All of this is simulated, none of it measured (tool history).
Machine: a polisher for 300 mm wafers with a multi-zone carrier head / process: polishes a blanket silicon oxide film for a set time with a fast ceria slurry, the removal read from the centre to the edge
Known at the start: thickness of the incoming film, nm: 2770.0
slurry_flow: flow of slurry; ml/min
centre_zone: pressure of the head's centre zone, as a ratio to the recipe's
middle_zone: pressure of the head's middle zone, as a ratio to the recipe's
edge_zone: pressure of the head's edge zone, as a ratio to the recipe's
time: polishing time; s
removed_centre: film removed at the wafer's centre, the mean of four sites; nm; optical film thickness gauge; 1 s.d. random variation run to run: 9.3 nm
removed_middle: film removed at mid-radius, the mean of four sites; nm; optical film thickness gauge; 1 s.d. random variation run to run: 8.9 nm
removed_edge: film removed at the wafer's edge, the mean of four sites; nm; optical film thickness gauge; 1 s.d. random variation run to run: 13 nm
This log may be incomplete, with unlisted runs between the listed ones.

run 1 hour=0 | slurry_flow=125 centre_zone=1 middle_zone=1 edge_zone=1 time=59 | removed_centre=1157 removed_middle=1186.8 removed_edge=1117.3
run 2 hour=5.8 | slurry_flow=125 centre_zone=1.03 middle_zone=1 edge_zone=1 time=59 | removed_centre=1183.6 removed_middle=1191.5 removed_edge=1126.1
run 3 hour=9.1 | slurry_flow=115 centre_zone=0.98 middle_zone=1.01 edge_zone=0.99 time=57 | removed_centre=1074.2 removed_middle=1115.2 removed_edge=1057.3
run 4 hour=18.1 | slurry_flow=115 centre_zone=1.05 middle_zone=1.01 edge_zone=0.99 time=57 | removed_centre=1135 removed_middle=1115.9 removed_edge=1076.8
run 5 hour=19.9 | slurry_flow=105 centre_zone=0.99 middle_zone=1.03 edge_zone=0.99 time=56 | removed_centre=1036.8 removed_middle=1079.5 removed_edge=1025.7
run 6 hour=20.8 | slurry_flow=130 centre_zone=0.99 middle_zone=1.03 edge_zone=0.99 time=56 | removed_centre=1092 removed_middle=1151.5 removed_edge=1065.5
run 7 hour=24.3 | slurry_flow=120 centre_zone=0.95 middle_zone=1.04 edge_zone=0.99 time=55 | removed_centre=1031.6 removed_middle=1108.1 removed_edge=1032.7
run 8 hour=26.8 | slurry_flow=90 centre_zone=0.85 middle_zone=1.14 edge_zone=1.03 time=46 | removed_centre=675.07 removed_middle=909 removed_edge=852.84
run 9 hour=34.6 | slurry_flow=100 centre_zone=0.86 middle_zone=1.13 edge_zone=1.03 time=46 | removed_centre=715.19 removed_middle=936.08 removed_edge=846.54

Estimate the outcome of run 10 from the log above:
run 10 hour=39.6 | slurry_flow=105 centre_zone=0.87 middle_zone=1.12 edge_zone=1.04 time=46 | removed_centre=? removed_middle=? removed_edge=?

Run 10 gave removed_centre 734.14 nm, removed_middle 929.87 nm, removed_edge 855.96 nm.

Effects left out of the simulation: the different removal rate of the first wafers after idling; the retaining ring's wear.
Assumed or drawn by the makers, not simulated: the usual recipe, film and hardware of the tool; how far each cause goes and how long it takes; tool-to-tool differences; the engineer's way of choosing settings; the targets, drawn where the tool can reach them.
